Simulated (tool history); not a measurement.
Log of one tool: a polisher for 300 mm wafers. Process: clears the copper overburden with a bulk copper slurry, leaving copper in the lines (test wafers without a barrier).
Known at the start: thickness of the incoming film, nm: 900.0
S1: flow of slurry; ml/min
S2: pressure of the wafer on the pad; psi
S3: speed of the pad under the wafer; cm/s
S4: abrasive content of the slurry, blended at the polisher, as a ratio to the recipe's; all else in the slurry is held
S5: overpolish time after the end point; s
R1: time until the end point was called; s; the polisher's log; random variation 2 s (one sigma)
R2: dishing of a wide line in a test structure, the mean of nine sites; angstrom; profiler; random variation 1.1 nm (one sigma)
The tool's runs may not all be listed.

{"run": 1, "day": 0.0, "S1": 195, "S2": 1.8, "S3": 130, "S4": 1, "S5": 26, "R1": 128.83, "R2": 907.2}
{"run": 2, "day": 0.238, "S1": 195, "S2": 1.7, "S3": 130, "S4": 1, "S5": 23, "R1": 134.56, "R2": 822.79}
{"run": 3, "day": 0.308, "S1": 195, "S2": 1.5, "S3": 130, "S4": 1, "S5": 23, "R1": 150.51, "R2": 780.13}
{"run": 4, "day": 0.483, "S1": 195, "S2": 1.5, "S3": 130, "S4": 1, "S5": 21, "R1": 147.03, "R2": 705.32}
{"run": 5, "day": 0.542, "S1": 195, "S2": 1.1, "S3": 130, "S4": 1, "S5": 21, "R1": 185.43, "R2": 616.62}
{"run": 6, "day": 0.588, "S1": 195, "S2": 1.1, "S3": 130, "S4": 1, "S5": 20, "R1": 186.5, "R2": 580.31}
{"run": 7, "day": 0.75, "S1": 195, "S2": 1.1, "S3": 130, "S4": 1, "S5": 19, "R1": 186.43, "R2": 560.4}

Run 8 comes next. What will it give?
{"run": 8, "day": 1.083, "S1": 195, "S2": 1.1, "S3": 130, "S4": 1, "S5": 18, "R1": "?", "R2": "?"}

{"run 8": {"R1": 184.76, "R2": 524.73}}
